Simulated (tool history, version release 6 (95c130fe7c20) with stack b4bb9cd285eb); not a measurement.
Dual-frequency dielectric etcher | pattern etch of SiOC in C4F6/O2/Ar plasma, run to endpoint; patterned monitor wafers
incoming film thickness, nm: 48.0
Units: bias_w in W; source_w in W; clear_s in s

| run | day | bias_w | source_w | clear_s |
|---|---|---|---|---|
| 1 | 0 | 552 | 260 | 17.138 |
| 2 | 0.208 | 527 | 250 | 17.816 |
| 3 | 0.321 | 506 | 240 | 18.469 |
| 4 | 0.362 | 563 | 240 | 17.864 |
| 5 | 0.55 | 544 | 230 | 18.574 |
| 6 | 0.583 | 544 | 210 | 19.643 |

Run 7 comes next. What will it give?
| 7 | 0.721 | 529 | 210 | ? |

{"run 7": {"clear_s": 19.778}}
